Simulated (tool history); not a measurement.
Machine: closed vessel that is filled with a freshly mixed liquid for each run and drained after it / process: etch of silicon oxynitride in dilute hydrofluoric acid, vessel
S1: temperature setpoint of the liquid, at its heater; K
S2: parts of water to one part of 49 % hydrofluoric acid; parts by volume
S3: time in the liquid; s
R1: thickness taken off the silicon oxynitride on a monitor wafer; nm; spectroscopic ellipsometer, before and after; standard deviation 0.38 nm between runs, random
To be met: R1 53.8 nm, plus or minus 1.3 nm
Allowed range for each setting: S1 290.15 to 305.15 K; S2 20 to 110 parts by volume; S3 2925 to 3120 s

run 1 hour=0 | S1=297.15 S2=60 S3=2925 | R1=97.327
run 2 hour=8 | S1=299.15 S2=60 S3=2925 | R1=108.84
run 3 hour=11.3 | S1=299.15 S2=75 S3=2925 | R1=85.196
run 4 hour=17.6 | S1=299.15 S2=75 S3=2925 | R1=86.046
run 5 hour=26.8 | S1=299.15 S2=85 S3=2925 | R1=73.728
run 6 hour=34.9 | S1=297.65 S2=85 S3=2925 | R1=69.943
run 7 hour=40.4 | S1=293.65 S2=85 S3=2925 | R1=57.092
run 8 hour=43.2 | S1=293.15 S2=85 S3=2925 | R1=55.875

Which of these 5 next moves meets every target?
run A hour=46 | S1=291.65 S2=90 S3=3060 | R1=?
run B hour=46 | S1=290.15 S2=75 S3=2980 | R1=?
run C hour=46 | S1=293.15 S2=85 S3=3070 | R1=?
run D hour=46 | S1=296.15 S2=100 S3=2925 | R1=?
run E hour=46 | S1=291.65 S2=85 S3=2925 | R1=?

move=A R1=51.069
move=B R1=55.899
move=C R1=58.644
move=D R1=54.301
move=E R1=51.865
A: takes the result that was furthest off past its target
B: as far off as the last run
C: lands further from the targets than the last run did
D: all results land within tolerance of their targets
E: takes the result that was furthest off past its target
D is the move that brings every result within its allowed miss.

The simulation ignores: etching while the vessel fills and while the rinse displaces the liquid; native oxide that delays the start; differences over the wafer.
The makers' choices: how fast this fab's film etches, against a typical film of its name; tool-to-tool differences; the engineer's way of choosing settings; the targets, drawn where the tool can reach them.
